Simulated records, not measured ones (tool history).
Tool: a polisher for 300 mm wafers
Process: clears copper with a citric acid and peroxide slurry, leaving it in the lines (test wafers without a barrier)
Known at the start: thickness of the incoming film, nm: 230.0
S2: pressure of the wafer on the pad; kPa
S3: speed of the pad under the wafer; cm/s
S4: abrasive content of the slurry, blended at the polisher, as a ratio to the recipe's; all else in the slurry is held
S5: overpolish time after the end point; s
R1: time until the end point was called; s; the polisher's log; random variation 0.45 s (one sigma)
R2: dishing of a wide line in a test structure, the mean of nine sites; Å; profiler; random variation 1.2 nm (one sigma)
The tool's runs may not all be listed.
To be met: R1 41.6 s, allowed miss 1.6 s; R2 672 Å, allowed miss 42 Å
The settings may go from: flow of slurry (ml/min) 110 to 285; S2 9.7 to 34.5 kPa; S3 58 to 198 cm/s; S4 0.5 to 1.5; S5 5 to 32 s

Run 1, hour 0: flow of slurry (ml/min) 180, S2 22.1 kPa, S3 128 cm/s, S4 1, S5 16 s. Result: R1 82.028 s, R2 310.93 Å.
Run 2, hour 2.5: flow of slurry (ml/min) 185, S2 25.5 kPa, S3 132 cm/s, S4 1, S5 17 s. Result: R1 68.828 s, R2 387.19 Å.
Run 3, hour 8.9: flow of slurry (ml/min) 185, S2 22.1 kPa, S3 132 cm/s, S4 1, S5 17 s. Result: R1 78.339 s, R2 341.03 Å.
Run 4, hour 12.1: flow of slurry (ml/min) 190, S2 25.5 kPa, S3 136 cm/s, S4 1, S5 17 s. Result: R1 65.987 s, R2 392.24 Å.
Run 5, hour 16.5: flow of slurry (ml/min) 190, S2 25.5 kPa, S3 148 cm/s, S4 1, S5 17 s. Result: R1 59.474 s, R2 424.57 Å.
Run 6, hour 19.9: flow of slurry (ml/min) 195, S2 27.6 kPa, S3 148 cm/s, S4 1, S5 18 s. Result: R1 54.924 s, R2 475.41 Å.
Run 7, hour 26.8: flow of slurry (ml/min) 200, S2 33.8 kPa, S3 150 cm/s, S4 1, S5 21 s. Result: R1 45.333 s, R2 648 Å.
Run 8, hour 33.8: flow of slurry (ml/min) 205, S2 33.8 kPa, S3 152 cm/s, S4 1, S5 21 s. Result: R1 44.769 s, R2 641.87 Å.
Run 9, hour 39.7: flow of slurry (ml/min) 205, S2 33.8 kPa, S3 152 cm/s, S4 1, S5 21 s. Result: R1 44.009 s, R2 651.96 Å.

5 next moves are on the table. One of them brings every result within its allowed miss. Which?
Run A, hour 45.6: flow of slurry (ml/min) 250, S2 33.8 kPa, S3 158 cm/s, S4 0.95, S5 16 s. Result: R1 ?, R2 ?.
Run B, hour 45.6: flow of slurry (ml/min) 215, S2 34.5 kPa, S3 144 cm/s, S4 1.4, S5 18 s. Result: R1 ?, R2 ?.
Run C, hour 45.6: flow of slurry (ml/min) 215, S2 32.4 kPa, S3 176 cm/s, S4 1.35, S5 14 s. Result: R1 ?, R2 ?.
Run D, hour 45.6: flow of slurry (ml/min) 245, S2 29.6 kPa, S3 158 cm/s, S4 1, S5 23 s. Result: R1 ?, R2 ?.
Run E, hour 45.6: flow of slurry (ml/min) 195, S2 34.5 kPa, S3 166 cm/s, S4 0.8, S5 21 s. Result: R1 ?, R2 ?.

move      R1      R2
   A  42.434  548.28
   B   42.37  601.98
   C  37.734  539.47
   D  47.808  649.55
   E  42.545  672.33
A: brings the result that was furthest off to its target, and leaves another outside
B: brings the result that was furthest off to its target, and leaves another outside
C: takes the result that was furthest off past its target
D: further off than the last run
E: meets every target
The right move is E.
